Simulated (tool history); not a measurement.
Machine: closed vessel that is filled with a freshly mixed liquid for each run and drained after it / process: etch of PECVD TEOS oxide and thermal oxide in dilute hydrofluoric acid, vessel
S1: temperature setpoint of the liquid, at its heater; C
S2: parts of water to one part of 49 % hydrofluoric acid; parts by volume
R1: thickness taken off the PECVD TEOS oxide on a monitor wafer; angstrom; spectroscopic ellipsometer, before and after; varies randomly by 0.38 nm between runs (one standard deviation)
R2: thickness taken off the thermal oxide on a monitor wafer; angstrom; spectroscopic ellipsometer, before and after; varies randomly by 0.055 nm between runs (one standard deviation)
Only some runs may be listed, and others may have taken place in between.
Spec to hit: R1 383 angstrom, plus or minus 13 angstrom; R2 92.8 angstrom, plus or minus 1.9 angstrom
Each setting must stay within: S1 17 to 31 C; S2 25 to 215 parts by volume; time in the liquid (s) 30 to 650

run 1 hour=0 | S1=23 S2=120 time_in_the_liquid_(s)=330 | R1=470.44 R2=114.61
run 2 hour=6.2 | S1=20.5 S2=120 time_in_the_liquid_(s)=330 | R1=435.72 R2=105.31
run 3 hour=14 | S1=19.5 S2=120 time_in_the_liquid_(s)=330 | R1=408.61 R2=101.33
run 4 hour=21.9 | S1=19.5 S2=120 time_in_the_liquid_(s)=440 | R1=562.9 R2=135.55
run 5 hour=23 | S1=19 S2=125 time_in_the_liquid_(s)=440 | R1=516.31 R2=125.38
run 6 hour=30.9 | S1=17 S2=125 time_in_the_liquid_(s)=440 | R1=474.37 R2=115.12
run 7 hour=34.3 | S1=17 S2=130 time_in_the_liquid_(s)=440 | R1=452.29 R2=110.73
run 8 hour=38 | S1=17 S2=135 time_in_the_liquid_(s)=440 | R1=440.74 R2=106.49
run 9 hour=43.1 | S1=17 S2=140 time_in_the_liquid_(s)=440 | R1=417.43 R2=101.27
run 10 hour=51.6 | S1=17 S2=145 time_in_the_liquid_(s)=440 | R1=405.19 R2=97.383

4 candidate next runs follow, results not yet known. Just one meets every target within its allowed miss. Identify it.
run A hour=60.1 | S1=17 S2=180 time_in_the_liquid_(s)=540 | R1=? R2=?
run B hour=60.1 | S1=17.5 S2=160 time_in_the_liquid_(s)=485 | R1=? R2=?
run C hour=60.1 | S1=17 S2=145 time_in_the_liquid_(s)=445 | R1=? R2=?
run D hour=60.1 | S1=18 S2=170 time_in_the_liquid_(s)=450 | R1=? R2=?

move=A R1=390.76 R2=94.192
move=B R1=411.16 R2=99.11
move=C R1=414.36 R2=99.882
move=D R1=362.49 R2=87.378
A: each result inside its tolerance
B: misses by more than the last run did
C: misses by more than the last run did
D: takes the result that was furthest off past its target
Correct choice: A, which meets every target
